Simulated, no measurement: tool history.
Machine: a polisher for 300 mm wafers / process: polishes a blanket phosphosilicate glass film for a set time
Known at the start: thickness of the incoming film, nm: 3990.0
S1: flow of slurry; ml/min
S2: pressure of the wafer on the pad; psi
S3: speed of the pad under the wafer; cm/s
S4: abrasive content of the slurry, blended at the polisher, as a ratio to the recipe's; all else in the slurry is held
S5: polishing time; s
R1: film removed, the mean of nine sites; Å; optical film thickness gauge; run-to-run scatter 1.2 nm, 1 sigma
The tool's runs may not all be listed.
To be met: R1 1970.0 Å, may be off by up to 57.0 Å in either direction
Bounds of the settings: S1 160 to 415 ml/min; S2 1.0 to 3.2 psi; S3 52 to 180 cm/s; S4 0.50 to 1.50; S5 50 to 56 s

run 1 hour=0.0 | S1=265 S2=2.1 S3=116 S4=1.00 S5=56 | R1=3289.4
run 2 hour=1.3 | S1=265 S2=1.8 S3=116 S4=1.00 S5=56 | R1=2817.5
run 3 hour=5.9 | S1=265 S2=1.5 S3=116 S4=1.00 S5=56 | R1=2353.3
run 4 hour=10.8 | S1=265 S2=1.4 S3=116 S4=1.00 S5=56 | R1=2187.2
run 5 hour=14.2 | S1=305 S2=1.4 S3=116 S4=1.00 S5=56 | R1=2242.7
run 6 hour=19.9 | S1=305 S2=1.4 S3=144 S4=1.00 S5=56 | R1=2615.3
run 7 hour=22.3 | S1=305 S2=1.3 S3=142 S4=1.00 S5=56 | R1=2400.0
run 8 hour=26.9 | S1=295 S2=1.0 S3=138 S4=1.00 S5=56 | R1=1828.5
run 9 hour=27.5 | S1=310 S2=1.0 S3=138 S4=1.00 S5=56 | R1=1824.0

Pick the move, out of 5, that brings all results within their allowed miss; only one does.
run A hour=28.1 | S1=320 S2=1.0 S3=138 S4=1.00 S5=55 | R1=?
run B hour=28.1 | S1=300 S2=1.0 S3=130 S4=0.90 S5=56 | R1=?
run C hour=28.1 | S1=315 S2=1.3 S3=122 S4=1.10 S5=54 | R1=?
run D hour=28.1 | S1=275 S2=1.2 S3=148 S4=0.85 S5=56 | R1=?
run E hour=28.1 | S1=280 S2=1.1 S3=146 S4=1.00 S5=54 | R1=?

move=A R1=1799.4
move=B R1=1674.7
move=C R1=2173.1
move=D R1=2094.7
move=E R1=1983.6
A: its largest miss is bigger than the last run's
B: its largest miss is bigger than the last run's
C: the result that was furthest off in the last run now lies on the other side of its target
D: the result that was furthest off in the last run now lies on the other side of its target
E: every result within its allowed miss
E is the move that brings every result within its allowed miss.

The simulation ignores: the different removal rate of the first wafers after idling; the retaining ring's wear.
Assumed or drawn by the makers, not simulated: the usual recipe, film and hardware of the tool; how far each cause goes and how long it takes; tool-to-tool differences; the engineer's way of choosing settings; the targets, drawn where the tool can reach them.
